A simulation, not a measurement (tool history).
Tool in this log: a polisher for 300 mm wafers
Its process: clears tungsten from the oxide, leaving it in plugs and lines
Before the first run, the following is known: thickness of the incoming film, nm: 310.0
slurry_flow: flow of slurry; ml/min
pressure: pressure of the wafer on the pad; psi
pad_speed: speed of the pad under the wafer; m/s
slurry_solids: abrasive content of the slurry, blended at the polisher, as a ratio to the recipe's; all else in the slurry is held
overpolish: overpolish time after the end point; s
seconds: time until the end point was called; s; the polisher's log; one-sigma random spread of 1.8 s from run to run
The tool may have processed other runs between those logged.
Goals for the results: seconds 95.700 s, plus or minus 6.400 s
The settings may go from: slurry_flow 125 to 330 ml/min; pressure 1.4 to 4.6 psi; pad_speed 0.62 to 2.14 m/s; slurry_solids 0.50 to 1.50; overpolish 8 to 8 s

run 1 hour=0.0 | slurry_flow=210 pressure=3.0 pad_speed=1.38 slurry_solids=1.00 overpolish=8 | seconds=61.986
run 2 hour=7.8 | slurry_flow=210 pressure=2.7 pad_speed=1.38 slurry_solids=1.00 overpolish=8 | seconds=67.861
run 3 hour=11.0 | slurry_flow=210 pressure=2.7 pad_speed=1.38 slurry_solids=0.90 overpolish=8 | seconds=68.819
run 4 hour=14.0 | slurry_flow=210 pressure=2.7 pad_speed=1.64 slurry_solids=0.90 overpolish=8 | seconds=59.619
run 5 hour=20.9 | slurry_flow=210 pressure=2.7 pad_speed=1.64 slurry_solids=1.10 overpolish=8 | seconds=57.558
run 6 hour=21.8 | slurry_flow=210 pressure=2.3 pad_speed=1.58 slurry_solids=1.10 overpolish=8 | seconds=67.406
run 7 hour=24.2 | slurry_flow=210 pressure=2.3 pad_speed=1.58 slurry_solids=1.10 overpolish=8 | seconds=68.486
run 8 hour=32.0 | slurry_flow=210 pressure=1.5 pad_speed=1.48 slurry_solids=1.10 overpolish=8 | seconds=100.600

Consider the 4 candidate settings below. Which is the only one whose results all fall within their allowed miss of target?
run A hour=39.8 | slurry_flow=155 pressure=1.4 pad_speed=1.52 slurry_solids=0.95 overpolish=8 | seconds=?
run B hour=39.8 | slurry_flow=205 pressure=1.4 pad_speed=1.58 slurry_solids=0.80 overpolish=8 | seconds=?
run C hour=39.8 | slurry_flow=235 pressure=1.4 pad_speed=1.48 slurry_solids=1.15 overpolish=8 | seconds=?
run D hour=39.8 | slurry_flow=135 pressure=1.7 pad_speed=1.56 slurry_solids=1.25 overpolish=8 | seconds=?

move=A seconds=115.050
move=B seconds=110.780
move=C seconds=105.340
move=D seconds=92.930
A: the biggest miss grows against the last run
B: the biggest miss grows against the last run
C: the biggest miss grows against the last run
D: every result lands within tolerance
So the answer is move D, the one that meets all the targets.

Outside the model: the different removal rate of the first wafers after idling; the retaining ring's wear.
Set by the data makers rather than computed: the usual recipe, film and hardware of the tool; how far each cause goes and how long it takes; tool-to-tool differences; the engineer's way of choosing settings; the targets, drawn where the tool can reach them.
